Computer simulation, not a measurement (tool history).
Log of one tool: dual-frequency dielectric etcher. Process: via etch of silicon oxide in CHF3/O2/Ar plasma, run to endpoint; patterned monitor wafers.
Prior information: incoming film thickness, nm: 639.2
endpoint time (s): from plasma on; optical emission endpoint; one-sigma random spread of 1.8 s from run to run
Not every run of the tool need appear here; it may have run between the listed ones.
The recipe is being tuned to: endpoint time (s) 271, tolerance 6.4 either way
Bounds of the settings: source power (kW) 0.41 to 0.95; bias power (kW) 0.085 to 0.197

run    day  source power (kW)  bias power (kW)  endpoint time (s)
  1      0               0.68            0.141             307.02
  2  0.108                0.7            0.142             306.89
  3  0.338               0.72            0.144             299.54
  4  0.688               0.74            0.145             297.26
  5  0.825               0.74            0.164             279.63
  6  0.946               0.75            0.164             281.92
  7  1.008               0.76            0.165             279.97
  8  1.167               0.77            0.165              280.9

Exactly one of the 5 candidate moves below puts every result within its allowed miss. Which one?
  A  1.325               0.76            0.151                  ?
  B  1.325               0.75            0.188                  ?
  C  1.325               0.76            0.156                  ?
  D  1.325               0.77            0.127                  ?
  E  1.325               0.69             0.17                  ?

move  endpoint time (s)
   A             289.65
   B             270.14
   C             286.48
   D             305.04
   E              289.5
A: lands further from the targets than the last run did
B: every result within its allowed miss
C: lands further from the targets than the last run did
D: lands further from the targets than the last run did
E: lands further from the targets than the last run did
Answer: B
